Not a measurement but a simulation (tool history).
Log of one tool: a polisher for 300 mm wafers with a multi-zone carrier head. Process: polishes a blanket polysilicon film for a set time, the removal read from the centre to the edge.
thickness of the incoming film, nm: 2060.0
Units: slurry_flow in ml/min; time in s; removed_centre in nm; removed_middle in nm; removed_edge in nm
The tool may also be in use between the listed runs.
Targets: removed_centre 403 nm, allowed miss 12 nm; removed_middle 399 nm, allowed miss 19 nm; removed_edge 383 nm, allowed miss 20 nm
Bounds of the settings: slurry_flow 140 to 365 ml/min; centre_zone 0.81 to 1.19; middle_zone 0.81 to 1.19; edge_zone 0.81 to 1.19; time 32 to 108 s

run 1 hour=0 | slurry_flow=235 centre_zone=1 middle_zone=1 edge_zone=1 time=70 | removed_centre=541.35 removed_middle=542.88 removed_edge=547.87
run 2 hour=7.7 | slurry_flow=235 centre_zone=1 middle_zone=1 edge_zone=1 time=62 | removed_centre=475.44 removed_middle=478.78 removed_edge=483.42
run 3 hour=10.3 | slurry_flow=235 centre_zone=1.05 middle_zone=1 edge_zone=1 time=62 | removed_centre=500.62 removed_middle=490.55 removed_edge=509.43
run 4 hour=19.2 | slurry_flow=235 centre_zone=1.05 middle_zone=1 edge_zone=1.06 time=62 | removed_centre=511.3 removed_middle=485.8 removed_edge=518.71
run 5 hour=22.1 | slurry_flow=235 centre_zone=0.97 middle_zone=1 edge_zone=1.06 time=62 | removed_centre=466.31 removed_middle=492.41 removed_edge=507.48
run 6 hour=28 | slurry_flow=235 centre_zone=0.97 middle_zone=1.04 edge_zone=1.06 time=62 | removed_centre=461.06 removed_middle=501.72 removed_edge=512.96
run 7 hour=30.8 | slurry_flow=230 centre_zone=0.95 middle_zone=0.99 edge_zone=1.01 time=61 | removed_centre=450.2 removed_middle=465.77 removed_edge=483.28
run 8 hour=31.8 | slurry_flow=240 centre_zone=0.95 middle_zone=0.98 edge_zone=0.96 time=59 | removed_centre=434.52 removed_middle=457.99 removed_edge=473.24
run 9 hour=38.6 | slurry_flow=215 centre_zone=0.97 middle_zone=0.99 edge_zone=0.92 time=57 | removed_centre=421.75 removed_middle=425.53 removed_edge=440.06
run 10 hour=47.1 | slurry_flow=205 centre_zone=0.99 middle_zone=1.01 edge_zone=0.89 time=56 | removed_centre=419.68 removed_middle=434.62 removed_edge=418.55
run 11 hour=54.2 | slurry_flow=195 centre_zone=0.99 middle_zone=1 edge_zone=0.87 time=56 | removed_centre=414.48 removed_middle=419.24 removed_edge=403.54
run 12 hour=57.2 | slurry_flow=190 centre_zone=0.99 middle_zone=1 edge_zone=0.86 time=56 | removed_centre=412.63 removed_middle=418.01 removed_edge=407.65

Which of these 5 next moves meets every target?
run A hour=60.2 | slurry_flow=180 centre_zone=0.96 middle_zone=0.96 edge_zone=0.93 time=60 | removed_centre=? removed_middle=? removed_edge=?
run B hour=60.2 | slurry_flow=195 centre_zone=1 middle_zone=0.98 edge_zone=0.81 time=54 | removed_centre=? removed_middle=? removed_edge=?
run C hour=60.2 | slurry_flow=155 centre_zone=0.95 middle_zone=1.08 edge_zone=0.91 time=60 | removed_centre=? removed_middle=? removed_edge=?
run D hour=60.2 | slurry_flow=210 centre_zone=0.92 middle_zone=1.1 edge_zone=0.82 time=53 | removed_centre=? removed_middle=? removed_edge=?
run E hour=60.2 | slurry_flow=170 centre_zone=0.97 middle_zone=1.01 edge_zone=0.84 time=54 | removed_centre=? removed_middle=? removed_edge=?

move=A removed_centre=419.88 removed_middle=425.5 removed_edge=454.32
move=B removed_centre=400.13 removed_middle=395.21 removed_edge=388.13
move=C removed_centre=401.72 removed_middle=455.94 removed_edge=439.19
move=D removed_centre=366.24 removed_middle=433.22 removed_edge=385.78
move=E removed_centre=377.28 removed_middle=395.31 removed_edge=386.99
A: further off than the last run
B: meets every target
C: further off than the last run
D: brings the result that was furthest off to its target, and leaves another outside
E: brings the result that was furthest off to its target, and leaves another outside
Answer: B

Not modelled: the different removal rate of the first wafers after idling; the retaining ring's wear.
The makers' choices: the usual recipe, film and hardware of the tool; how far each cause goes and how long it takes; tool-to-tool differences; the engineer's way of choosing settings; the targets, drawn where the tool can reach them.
